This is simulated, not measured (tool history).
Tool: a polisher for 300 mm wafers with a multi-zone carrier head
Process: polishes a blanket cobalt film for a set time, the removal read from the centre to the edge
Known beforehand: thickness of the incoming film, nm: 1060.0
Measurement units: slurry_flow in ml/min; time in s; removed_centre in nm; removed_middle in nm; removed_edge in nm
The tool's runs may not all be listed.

run 1 hour=0 | slurry_flow=255 centre_zone=1 middle_zone=1 edge_zone=1 time=66 | removed_centre=274.61 removed_middle=261.11 removed_edge=252.29
run 2 hour=6.3 | slurry_flow=230 centre_zone=1 middle_zone=1 edge_zone=1 time=66 | removed_centre=264.03 removed_middle=258.86 removed_edge=251.68
run 3 hour=11.3 | slurry_flow=230 centre_zone=1 middle_zone=1 edge_zone=1 time=77 | removed_centre=305.49 removed_middle=300.78 removed_edge=292.47
run 4 hour=15 | slurry_flow=270 centre_zone=1 middle_zone=1 edge_zone=1 time=77 | removed_centre=313.18 removed_middle=308.09 removed_edge=297.17
run 5 hour=23.7 | slurry_flow=270 centre_zone=1.06 middle_zone=1 edge_zone=1 time=77 | removed_centre=333.25 removed_middle=306.52 removed_edge=300.1
run 6 hour=25.7 | slurry_flow=275 centre_zone=1.07 middle_zone=1.02 edge_zone=1 time=78 | removed_centre=333.81 removed_middle=317.14 removed_edge=301.64
run 7 hour=30.8 | slurry_flow=305 centre_zone=1.17 middle_zone=1.12 edge_zone=1.06 time=92 | removed_centre=438.05 removed_middle=407.11 removed_edge=369.93

Expected results for the next run?
run 8 hour=31.9 | slurry_flow=305 centre_zone=1.16 middle_zone=1.13 edge_zone=1.06 time=92 | removed_centre=? removed_middle=? removed_edge=?

removed_centre: 435.17 nm
removed_middle: 413.78 nm
removed_edge: 373.95 nm
